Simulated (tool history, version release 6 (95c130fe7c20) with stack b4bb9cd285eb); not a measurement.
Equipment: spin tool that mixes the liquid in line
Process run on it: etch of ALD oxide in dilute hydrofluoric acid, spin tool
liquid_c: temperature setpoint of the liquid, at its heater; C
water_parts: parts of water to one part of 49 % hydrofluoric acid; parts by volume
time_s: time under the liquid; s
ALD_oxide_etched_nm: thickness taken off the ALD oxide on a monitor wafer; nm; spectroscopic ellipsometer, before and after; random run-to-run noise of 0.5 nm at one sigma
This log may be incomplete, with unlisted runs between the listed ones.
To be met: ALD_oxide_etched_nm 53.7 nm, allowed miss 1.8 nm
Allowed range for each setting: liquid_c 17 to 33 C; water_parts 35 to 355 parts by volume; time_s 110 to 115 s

{"run": 1, "day": 0.0, "liquid_c": 25, "water_parts": 195, "time_s": 110, "ALD_oxide_etched_nm": 16.895}
{"run": 2, "day": 0.262, "liquid_c": 25, "water_parts": 195, "time_s": 115, "ALD_oxide_etched_nm": 17.491}
{"run": 3, "day": 0.446, "liquid_c": 22, "water_parts": 195, "time_s": 115, "ALD_oxide_etched_nm": 15.934}
{"run": 4, "day": 0.775, "liquid_c": 23.5, "water_parts": 175, "time_s": 115, "ALD_oxide_etched_nm": 18.779}
{"run": 5, "day": 0.908, "liquid_c": 25, "water_parts": 155, "time_s": 115, "ALD_oxide_etched_nm": 22.835}
{"run": 6, "day": 0.983, "liquid_c": 26, "water_parts": 140, "time_s": 115, "ALD_oxide_etched_nm": 27.093}
{"run": 7, "day": 1.204, "liquid_c": 27, "water_parts": 130, "time_s": 115, "ALD_oxide_etched_nm": 30.921}
{"run": 8, "day": 1.225, "liquid_c": 31, "water_parts": 80, "time_s": 115, "ALD_oxide_etched_nm": 61.56}
{"run": 9, "day": 1.55, "liquid_c": 30.5, "water_parts": 80, "time_s": 115, "ALD_oxide_etched_nm": 61.317}
{"run": 10, "day": 1.729, "liquid_c": 30, "water_parts": 80, "time_s": 115, "ALD_oxide_etched_nm": 59.588}
{"run": 11, "day": 1.788, "liquid_c": 29, "water_parts": 80, "time_s": 115, "ALD_oxide_etched_nm": 58.724}
{"run": 12, "day": 1.95, "liquid_c": 28.5, "water_parts": 80, "time_s": 115, "ALD_oxide_etched_nm": 56.11}

Which single option among these 4 for the next run brings every result within its allowed miss of target? Just one does.
{"run": "A", "day": 2.112, "liquid_c": 31.5, "water_parts": 85, "time_s": 115, "ALD_oxide_etched_nm": "?"}
{"run": "B", "day": 2.112, "liquid_c": 29, "water_parts": 75, "time_s": 115, "ALD_oxide_etched_nm": "?"}
{"run": "C", "day": 2.112, "liquid_c": 30.5, "water_parts": 90, "time_s": 115, "ALD_oxide_etched_nm": "?"}
{"run": "D", "day": 2.112, "liquid_c": 30.5, "water_parts": 75, "time_s": 110, "ALD_oxide_etched_nm": "?"}

move=A ALD_oxide_etched_nm=59.774
move=B ALD_oxide_etched_nm=62.504
move=C ALD_oxide_etched_nm=53.971
move=D ALD_oxide_etched_nm=63.333
A: misses by more than the last run did
B: misses by more than the last run did
C: each result inside its tolerance
D: misses by more than the last run did
Go with C: it meets all targets.

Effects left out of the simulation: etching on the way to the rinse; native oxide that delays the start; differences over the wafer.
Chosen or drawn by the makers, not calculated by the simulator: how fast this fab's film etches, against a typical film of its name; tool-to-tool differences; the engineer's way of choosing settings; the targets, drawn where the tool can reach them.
